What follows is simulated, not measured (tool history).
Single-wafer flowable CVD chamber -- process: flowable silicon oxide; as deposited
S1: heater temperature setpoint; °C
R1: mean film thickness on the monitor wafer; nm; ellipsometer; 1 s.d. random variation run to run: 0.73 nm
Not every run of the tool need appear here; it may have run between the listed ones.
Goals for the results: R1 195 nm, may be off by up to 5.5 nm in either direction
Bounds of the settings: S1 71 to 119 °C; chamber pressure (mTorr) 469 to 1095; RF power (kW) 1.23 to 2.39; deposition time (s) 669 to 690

run 1 hour=0 | S1=95 chamber_pressure_(mTorr)=782 RF_power_(kW)=1.81 deposition_time_(s)=669 | R1=433.85
run 2 hour=6.6 | S1=87 chamber_pressure_(mTorr)=782 RF_power_(kW)=1.81 deposition_time_(s)=669 | R1=582.65
run 3 hour=15.1 | S1=95 chamber_pressure_(mTorr)=782 RF_power_(kW)=1.81 deposition_time_(s)=669 | R1=435.01
run 4 hour=19.5 | S1=98 chamber_pressure_(mTorr)=781 RF_power_(kW)=1.81 deposition_time_(s)=669 | R1=388.58
run 5 hour=23.6 | S1=100 chamber_pressure_(mTorr)=780 RF_power_(kW)=1.81 deposition_time_(s)=669 | R1=359.3
run 6 hour=28.1 | S1=100 chamber_pressure_(mTorr)=733 RF_power_(kW)=1.81 deposition_time_(s)=669 | R1=338.11
run 7 hour=36.4 | S1=112 chamber_pressure_(mTorr)=726 RF_power_(kW)=1.81 deposition_time_(s)=669 | R1=213.61
run 8 hour=43.1 | S1=112 chamber_pressure_(mTorr)=726 RF_power_(kW)=1.81 deposition_time_(s)=669 | R1=215.63

Next run, 4 choices. One meets every target within its allowed miss, the rest don't. Which?
run A hour=49.8 | S1=111 chamber_pressure_(mTorr)=660 RF_power_(kW)=1.58 deposition_time_(s)=681 | R1=?
run B hour=49.8 | S1=119 chamber_pressure_(mTorr)=778 RF_power_(kW)=1.845 deposition_time_(s)=669 | R1=?
run C hour=49.8 | S1=116 chamber_pressure_(mTorr)=729 RF_power_(kW)=1.79 deposition_time_(s)=669 | R1=?
run D hour=49.8 | S1=118 chamber_pressure_(mTorr)=808 RF_power_(kW)=1.535 deposition_time_(s)=676 | R1=?

move=A R1=193.34
move=B R1=181.05
move=C R1=185.18
move=D R1=180.72
A: every result lands within tolerance
B: the result that was furthest off in the last run now lies on the other side of its target
C: the result that was furthest off in the last run now lies on the other side of its target
D: the result that was furthest off in the last run now lies on the other side of its target
Go with A: it meets all targets.
